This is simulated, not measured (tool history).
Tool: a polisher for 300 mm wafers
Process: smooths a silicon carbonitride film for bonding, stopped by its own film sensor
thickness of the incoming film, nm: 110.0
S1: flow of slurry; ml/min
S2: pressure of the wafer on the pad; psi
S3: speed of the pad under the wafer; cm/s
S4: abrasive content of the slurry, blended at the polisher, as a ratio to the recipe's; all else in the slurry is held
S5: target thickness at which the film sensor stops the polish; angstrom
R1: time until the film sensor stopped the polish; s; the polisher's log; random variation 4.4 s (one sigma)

run  hour   S1   S2  S3    S4   S5      R1
  1     0  190  1.6  76     1  820  186.43
  2   4.5  190  1.6  76   0.8  820  205.76
  3   9.8  190  1.8  76   0.8  820  186.73
  4    14  190  1.8  76  0.95  820  171.12
  5  19.2  145  1.8  76  0.95  820  182.34
  6  27.4  145  1.8  76   0.8  820  195.38
  7  34.4  145  1.6  74   0.8  820  227.22

The next listed run, before its measurement:
  8    42  145  1.5  74  0.8  820   ?

Run 8 gave R1 237.12 s.
